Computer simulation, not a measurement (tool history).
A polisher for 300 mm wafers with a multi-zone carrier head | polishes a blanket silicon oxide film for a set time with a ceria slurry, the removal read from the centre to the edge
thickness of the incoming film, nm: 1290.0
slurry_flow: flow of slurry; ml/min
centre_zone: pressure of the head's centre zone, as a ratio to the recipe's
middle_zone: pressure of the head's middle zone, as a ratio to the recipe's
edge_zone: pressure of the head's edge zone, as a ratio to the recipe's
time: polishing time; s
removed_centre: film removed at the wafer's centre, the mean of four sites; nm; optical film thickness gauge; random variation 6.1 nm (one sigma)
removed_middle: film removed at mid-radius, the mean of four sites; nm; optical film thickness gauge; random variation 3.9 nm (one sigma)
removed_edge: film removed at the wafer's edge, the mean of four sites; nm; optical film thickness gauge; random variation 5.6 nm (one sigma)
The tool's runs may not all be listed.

run  hour  slurry_flow  centre_zone  middle_zone  edge_zone  time  removed_centre  removed_middle  removed_edge
  1   0.0          235         1.00         1.00       1.00    53          344.06          331.51        329.81
  2   4.0          240         1.02         1.02       1.02    55          354.79          354.66        345.56
  3   8.0          240         0.98         1.02       1.02    55          342.26          354.91        352.69
  4   9.6          240         0.98         1.02       1.08    55          347.05          356.65        358.29
  5  17.6          245         1.01         1.03       1.09    57          376.05          372.02        382.89
  6  23.8          245         1.01         0.99       1.09    57          368.09          359.79        372.14
  7  30.5          300         1.11         1.09       1.04    63          471.71          440.23        427.60

Forecast run 8:
  8  38.7          300         1.12         1.10       1.04    63               ?               ?             ?

removed_centre: 467.25 nm
removed_middle: 444.46 nm
removed_edge: 414.87 nm

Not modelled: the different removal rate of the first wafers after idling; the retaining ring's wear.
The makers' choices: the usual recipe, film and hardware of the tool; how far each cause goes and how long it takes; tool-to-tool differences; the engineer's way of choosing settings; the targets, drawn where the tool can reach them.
